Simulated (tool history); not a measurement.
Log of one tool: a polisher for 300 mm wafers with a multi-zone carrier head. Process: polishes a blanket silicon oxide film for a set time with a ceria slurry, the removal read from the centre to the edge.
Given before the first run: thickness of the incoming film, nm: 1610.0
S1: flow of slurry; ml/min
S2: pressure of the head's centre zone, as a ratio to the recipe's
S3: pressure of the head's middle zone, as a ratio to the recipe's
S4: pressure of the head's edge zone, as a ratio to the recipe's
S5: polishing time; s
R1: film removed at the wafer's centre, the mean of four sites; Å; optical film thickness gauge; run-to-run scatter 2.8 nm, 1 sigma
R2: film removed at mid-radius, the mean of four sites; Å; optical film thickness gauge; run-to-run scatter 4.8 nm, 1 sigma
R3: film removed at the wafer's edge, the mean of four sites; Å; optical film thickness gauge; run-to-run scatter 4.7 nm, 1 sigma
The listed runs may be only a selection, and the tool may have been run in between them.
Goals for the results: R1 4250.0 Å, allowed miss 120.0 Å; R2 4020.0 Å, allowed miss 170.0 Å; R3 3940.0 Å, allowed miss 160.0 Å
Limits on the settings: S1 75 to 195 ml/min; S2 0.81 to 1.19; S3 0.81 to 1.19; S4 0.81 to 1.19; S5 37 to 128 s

| run | day | S1 | S2 | S3 | S4 | S5 | R1 | R2 | R3 |
|---|---|---|---|---|---|---|---|---|---|
| 1 | 0.000 | 125 | 1.00 | 1.00 | 1.00 | 82 | 2544.6 | 2553.8 | 2483.6 |
| 2 | 0.058 | 125 | 1.00 | 1.00 | 1.00 | 91 | 2790.1 | 2827.5 | 2815.8 |
| 3 | 0.271 | 125 | 1.00 | 1.00 | 1.06 | 91 | 2828.6 | 2850.8 | 2831.3 |
| 4 | 0.633 | 125 | 1.00 | 1.00 | 0.99 | 91 | 2824.8 | 2843.9 | 2778.4 |
| 5 | 0.733 | 135 | 1.03 | 1.01 | 1.02 | 98 | 3188.4 | 3167.1 | 3074.7 |
| 6 | 0.983 | 135 | 1.03 | 1.01 | 1.02 | 81 | 2605.8 | 2621.4 | 2535.6 |
| 7 | 1.121 | 145 | 1.06 | 1.01 | 1.05 | 91 | 3078.0 | 2940.4 | 2859.3 |
| 8 | 1.250 | 145 | 1.06 | 1.01 | 1.06 | 100 | 3408.5 | 3230.9 | 3228.7 |

5 next moves are on the table. One of them brings every result within its allowed miss. Which?
| A | 1.379 | 135 | 1.09 | 1.16 | 1.09 | 81 | ? | ? | ? |
| B | 1.379 | 140 | 1.10 | 1.04 | 1.10 | 121 | ? | ? | ? |
| C | 1.379 | 180 | 0.83 | 1.14 | 1.18 | 101 | ? | ? | ? |
| D | 1.379 | 170 | 1.13 | 0.83 | 1.12 | 112 | ? | ? | ? |
| E | 1.379 | 150 | 1.00 | 0.92 | 1.17 | 87 | ? | ? | ? |

| move | R1 | R2 | R3 |
|---|---|---|---|
| A | 2784.0 | 2930.9 | 2565.8 |
| B | 4226.0 | 4014.1 | 3875.2 |
| C | 2786.0 | 3783.7 | 3451.3 |
| D | 4165.7 | 3180.9 | 3716.9 |
| E | 2796.7 | 2636.6 | 2905.9 |
A: moves away from the targets compared with the last run
B: in spec on every target
C: moves away from the targets compared with the last run
D: the worst result of the last run now meets its target, but another is out of spec
E: moves away from the targets compared with the last run
The right move is B.

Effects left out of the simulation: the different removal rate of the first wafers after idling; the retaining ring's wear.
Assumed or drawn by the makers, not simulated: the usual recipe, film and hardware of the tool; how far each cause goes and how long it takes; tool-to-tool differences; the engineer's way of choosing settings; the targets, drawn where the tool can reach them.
